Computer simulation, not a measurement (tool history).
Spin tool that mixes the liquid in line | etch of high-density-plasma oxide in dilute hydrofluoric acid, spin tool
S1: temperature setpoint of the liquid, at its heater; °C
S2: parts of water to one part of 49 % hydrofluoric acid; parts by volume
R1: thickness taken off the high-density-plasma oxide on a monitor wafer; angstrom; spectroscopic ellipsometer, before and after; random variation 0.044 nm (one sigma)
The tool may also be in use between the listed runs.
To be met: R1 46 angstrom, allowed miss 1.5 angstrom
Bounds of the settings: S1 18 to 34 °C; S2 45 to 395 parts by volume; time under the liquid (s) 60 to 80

run 1 hour=0 | S1=26 S2=220 time_under_the_liquid_(s)=80 | R1=17.44
run 2 hour=1 | S1=23.5 S2=220 time_under_the_liquid_(s)=80 | R1=16.175
run 3 hour=1.8 | S1=26.5 S2=175 time_under_the_liquid_(s)=80 | R1=23.985
run 4 hour=10.1 | S1=26.5 S2=175 time_under_the_liquid_(s)=80 | R1=23.525
run 5 hour=16.3 | S1=28.5 S2=150 time_under_the_liquid_(s)=80 | R1=31.08
run 6 hour=21.9 | S1=30 S2=140 time_under_the_liquid_(s)=80 | R1=35.15
run 7 hour=26.3 | S1=31.5 S2=135 time_under_the_liquid_(s)=80 | R1=39.375
run 8 hour=30.1 | S1=31.5 S2=135 time_under_the_liquid_(s)=80 | R1=38.825
run 9 hour=31.9 | S1=32.5 S2=130 time_under_the_liquid_(s)=80 | R1=42.072
run 10 hour=36.8 | S1=33 S2=130 time_under_the_liquid_(s)=80 | R1=43.254
run 11 hour=45.7 | S1=33.5 S2=130 time_under_the_liquid_(s)=80 | R1=43.746

Which of these 5 next moves meets every target?
run A hour=54.6 | S1=34 S2=140 time_under_the_liquid_(s)=80 | R1=?
run B hour=54.6 | S1=33 S2=135 time_under_the_liquid_(s)=80 | R1=?
run C hour=54.6 | S1=34 S2=135 time_under_the_liquid_(s)=80 | R1=?
run D hour=54.6 | S1=33 S2=130 time_under_the_liquid_(s)=80 | R1=?
run E hour=54.6 | S1=34 S2=125 time_under_the_liquid_(s)=80 | R1=?

move=A R1=41.065
move=B R1=41.417
move=C R1=42.897
move=D R1=43.32
move=E R1=47.017
A: further off than the last run
B: further off than the last run
C: further off than the last run
D: further off than the last run
E: meets every target
The right move is E.
